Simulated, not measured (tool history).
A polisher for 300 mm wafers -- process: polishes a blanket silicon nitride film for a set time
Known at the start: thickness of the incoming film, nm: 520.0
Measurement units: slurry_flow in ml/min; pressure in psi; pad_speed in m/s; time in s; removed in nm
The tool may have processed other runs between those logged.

| run | hour | slurry_flow | pressure | pad_speed | time | removed |
|---|---|---|---|---|---|---|
| 1 | 0.0 | 165 | 3.4 | 1.40 | 21 | 37.206 |
| 2 | 2.4 | 165 | 2.9 | 1.40 | 21 | 31.536 |
| 3 | 3.1 | 125 | 2.9 | 1.40 | 21 | 30.330 |
| 4 | 4.7 | 125 | 2.9 | 1.40 | 21 | 30.411 |
| 5 | 7.6 | 125 | 2.9 | 1.40 | 21 | 31.071 |
| 6 | 14.2 | 125 | 2.9 | 1.62 | 21 | 34.612 |
| 7 | 22.0 | 125 | 3.1 | 1.62 | 21 | 37.068 |

The next listed run, before its measurement:
| 8 | 24.1 | 125 | 3.3 | 1.62 | 21 | ? |

{"run 8": {"removed": 38.597}}
